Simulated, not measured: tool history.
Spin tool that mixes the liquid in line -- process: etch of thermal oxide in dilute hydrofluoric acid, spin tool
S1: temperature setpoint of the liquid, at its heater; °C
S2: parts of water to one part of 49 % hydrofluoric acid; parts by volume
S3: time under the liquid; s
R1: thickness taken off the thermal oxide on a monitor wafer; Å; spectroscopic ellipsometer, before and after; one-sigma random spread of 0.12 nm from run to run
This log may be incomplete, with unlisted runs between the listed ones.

run 1 hour=0 | S1=24 S2=210 S3=325 | R1=66.765
run 2 hour=0.7 | S1=24 S2=210 S3=345 | R1=70.197
run 3 hour=1.3 | S1=24 S2=210 S3=345 | R1=71.41
run 4 hour=3.3 | S1=26.5 S2=195 S3=345 | R1=85.622
run 5 hour=7.3 | S1=26.5 S2=195 S3=345 | R1=83.215
run 6 hour=14.9 | S1=26.5 S2=250 S3=345 | R1=61.887

The next listed run, before its measurement:
run 7 hour=21.9 | S1=28 S2=220 S3=345 | R1=?

Run 7 measured R1 76.836 Å.
